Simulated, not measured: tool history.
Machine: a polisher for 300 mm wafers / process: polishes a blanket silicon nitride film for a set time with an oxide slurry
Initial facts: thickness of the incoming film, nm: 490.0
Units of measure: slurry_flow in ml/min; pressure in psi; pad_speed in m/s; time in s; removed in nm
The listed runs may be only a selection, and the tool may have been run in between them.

run  hour  slurry_flow  pressure  pad_speed  slurry_solids  time  removed
  1   0.0          215       3.6       0.86            1.0    42   25.253
  2   1.7          215       3.6       1.00            1.0    42   28.714
  3   6.7          215       3.8       1.00            1.0    42   30.170
  4   8.2          215       3.8       1.22            1.0    42   35.454
  5  14.3          215       3.8       1.22            0.9    42   33.567
  6  18.6          265       3.8       1.22            0.9    42   34.026
  7  27.2          265       3.9       1.22            0.9    42   35.432
  8  30.1          265       4.0       1.22            0.9    42   36.504

What will run 9 give?
  9  32.6          265       4.1       1.22            0.9    42        ?

{"run 9": {"removed": 36.956}}
